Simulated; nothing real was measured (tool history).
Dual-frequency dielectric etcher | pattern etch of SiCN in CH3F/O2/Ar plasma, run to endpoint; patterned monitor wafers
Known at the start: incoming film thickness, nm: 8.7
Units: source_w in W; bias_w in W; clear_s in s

run    day  source_w  bias_w  clear_s
  1  0.000       460     100   20.603
  2  0.342       490     100   20.003
  3  0.604       490      93   21.175
  4  0.638       490     101   20.100
  5  0.858       520     104   19.426
  6  1.208       550     107   18.883
  7  1.262       570     110   18.419
  8  1.362       590     112   18.097

Forecast run 9:
  9  1.492       600     114        ?

Run 9 gave clear_s 17.780 s.

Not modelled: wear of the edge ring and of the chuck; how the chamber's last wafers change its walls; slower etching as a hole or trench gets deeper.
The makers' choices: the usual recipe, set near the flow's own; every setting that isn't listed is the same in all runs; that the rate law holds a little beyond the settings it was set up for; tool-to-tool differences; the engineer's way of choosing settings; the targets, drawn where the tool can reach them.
